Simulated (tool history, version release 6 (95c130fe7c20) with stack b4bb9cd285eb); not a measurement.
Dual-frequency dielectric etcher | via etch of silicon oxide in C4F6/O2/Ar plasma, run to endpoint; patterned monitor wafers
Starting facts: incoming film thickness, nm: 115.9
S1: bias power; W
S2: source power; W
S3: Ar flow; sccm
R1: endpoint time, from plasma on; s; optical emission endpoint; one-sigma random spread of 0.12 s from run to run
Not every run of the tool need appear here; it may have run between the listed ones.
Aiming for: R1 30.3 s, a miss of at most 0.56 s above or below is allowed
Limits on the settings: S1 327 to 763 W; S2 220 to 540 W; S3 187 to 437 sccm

run    day   S1   S2   S3      R1
  1      0  545  380  312  25.363
  2  0.025  545  380  261  24.998
  3  0.146  545  380  312  25.168
  4  0.179  545  330  312  26.375
  5  0.383  610  330  312  25.019
  6  0.675  570  330  312  25.589
     0.808  -- Ar flow controller replaced
  7  0.808  504  320  314  27.972
  8  1.004  480  320  314   28.91
  9  1.138  467  320  314   29.67
 10  1.404  462  320  314  29.715

Which one of the following 5 next-run settings gets every result inside its allowed miss? There is exactly one.
  A  1.671  433  350  351   ?
  B  1.671  495  320  348   ?
  C  1.671  504  290  339   ?
  D  1.671  464  330  322   ?
  E  1.671  434  280  316   ?

move      R1
   A   30.35
   B  28.868
   C  29.343
   D  29.429
   E  32.065
A: in spec on every target
B: the biggest miss grows against the last run
C: the biggest miss grows against the last run
D: the biggest miss grows against the last run
E: takes the result that was furthest off past its target
The move that meets every target is A.
